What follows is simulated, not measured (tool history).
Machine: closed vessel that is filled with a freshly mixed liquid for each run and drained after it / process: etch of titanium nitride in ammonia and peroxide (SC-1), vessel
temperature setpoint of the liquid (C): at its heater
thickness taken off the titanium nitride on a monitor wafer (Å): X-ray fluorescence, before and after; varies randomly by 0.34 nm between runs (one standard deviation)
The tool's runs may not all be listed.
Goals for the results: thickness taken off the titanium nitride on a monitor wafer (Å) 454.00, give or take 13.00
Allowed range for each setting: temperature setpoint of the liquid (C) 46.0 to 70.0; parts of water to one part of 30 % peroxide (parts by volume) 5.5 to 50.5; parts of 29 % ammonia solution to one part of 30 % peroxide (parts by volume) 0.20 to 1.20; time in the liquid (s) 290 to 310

run  hour  temperature setpoint of the liquid (C)  parts of water to one part of 30 % peroxide (parts by volume)  parts of 29 % ammonia solution to one part of 30 % peroxide (parts by volume)  time in the liquid (s)  thickness taken off the titanium nitride on a monitor wafer (Å)
  1   0.0                                    62.0                                                           28.0                                                                           0.75                     290                                                           340.79
  2   8.2                                    55.5                                                           28.0                                                                           0.75                     290                                                           224.69
  3  10.4                                    59.0                                                           28.0                                                                           0.75                     290                                                           278.35
  4  17.8                                    61.5                                                           28.0                                                                           0.75                     290                                                           329.06
  5  21.1                                    63.0                                                           28.0                                                                           0.75                     290                                                           368.59
  6  29.2                                    64.0                                                           28.0                                                                           0.75                     290                                                           386.56
  7  36.2                                    65.0                                                           28.0                                                                           0.75                     290                                                           413.72
  8  43.9                                    65.5                                                           28.0                                                                           0.75                     290                                                           424.84
  9  52.1                                    65.5                                                           28.0                                                                           0.75                     290                                                           425.94

Pick the move, out of 5, that brings all results within their allowed miss; only one does.
  A  60.3                                    64.5                                                           27.0                                                                           0.75                     290                                                                ?
  B  60.3                                    63.5                                                           21.5                                                                           0.65                     290                                                                ?
  C  60.3                                    69.5                                                           32.5                                                                           0.40                     295                                                                ?
  D  60.3                                    68.5                                                           31.0                                                                           0.65                     295                                                                ?
  E  60.3                                    61.5                                                           21.5                                                                           0.85                     290                                                                ?

move  thickness taken off the titanium nitride on a monitor wafer (Å)
   A                                                           414.90
   B                                                           430.69
   C                                                           461.74
   D                                                           489.06
   E                                                           397.31
A: moves away from the targets compared with the last run
B: better than the last run, though not everything is in spec
C: all results land within tolerance of their targets
D: takes the result that was furthest off past its target
E: moves away from the targets compared with the last run
C meets every target.

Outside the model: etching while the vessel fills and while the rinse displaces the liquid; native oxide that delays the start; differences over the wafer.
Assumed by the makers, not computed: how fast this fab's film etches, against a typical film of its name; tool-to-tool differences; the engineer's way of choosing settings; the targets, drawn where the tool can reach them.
